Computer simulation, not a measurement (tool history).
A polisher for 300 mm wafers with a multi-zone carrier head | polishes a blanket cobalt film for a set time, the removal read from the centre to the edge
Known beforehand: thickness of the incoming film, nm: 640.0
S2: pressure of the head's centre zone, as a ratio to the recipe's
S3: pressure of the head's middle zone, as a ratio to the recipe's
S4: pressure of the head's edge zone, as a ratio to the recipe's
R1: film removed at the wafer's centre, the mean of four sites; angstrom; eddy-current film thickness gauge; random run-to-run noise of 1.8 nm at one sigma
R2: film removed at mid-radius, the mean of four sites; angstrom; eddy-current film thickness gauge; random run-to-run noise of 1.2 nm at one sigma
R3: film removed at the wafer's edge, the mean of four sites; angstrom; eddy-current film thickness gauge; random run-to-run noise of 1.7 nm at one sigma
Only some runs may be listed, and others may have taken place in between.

{"run": 1, "hour": 0.0, "flow of slurry (ml/min)": 210, "S2": 1.0, "S3": 1.0, "S4": 1.0, "polishing time (s)": 32, "R1": 1185.3, "R2": 1158.4, "R3": 1170.8}
{"run": 2, "hour": 5.4, "flow of slurry (ml/min)": 210, "S2": 1.0, "S3": 0.97, "S4": 1.0, "polishing time (s)": 32, "R1": 1183.4, "R2": 1125.6, "R3": 1171.3}
{"run": 3, "hour": 9.0, "flow of slurry (ml/min)": 210, "S2": 1.0, "S3": 1.0, "S4": 1.0, "polishing time (s)": 32, "R1": 1183.2, "R2": 1153.9, "R3": 1160.4}
{"run": 4, "hour": 13.0, "flow of slurry (ml/min)": 220, "S2": 1.02, "S3": 0.97, "S4": 1.04, "polishing time (s)": 33, "R1": 1246.7, "R2": 1167.0, "R3": 1249.8}
{"run": 5, "hour": 17.7, "flow of slurry (ml/min)": 220, "S2": 1.02, "S3": 0.97, "S4": 1.09, "polishing time (s)": 33, "R1": 1258.0, "R2": 1182.4, "R3": 1250.0}
{"run": 6, "hour": 19.0, "flow of slurry (ml/min)": 230, "S2": 1.03, "S3": 0.94, "S4": 1.11, "polishing time (s)": 34, "R1": 1316.0, "R2": 1177.9, "R3": 1309.6}

Estimate the outcome of run 7 from the log above:
{"run": 7, "hour": 24.8, "flow of slurry (ml/min)": 235, "S2": 1.03, "S3": 0.92, "S4": 1.13, "polishing time (s)": 35, "R1": "?", "R2": "?", "R3": "?"}

{"run 7": {"R1": 1357.7, "R2": 1200.6, "R3": 1359.3}}
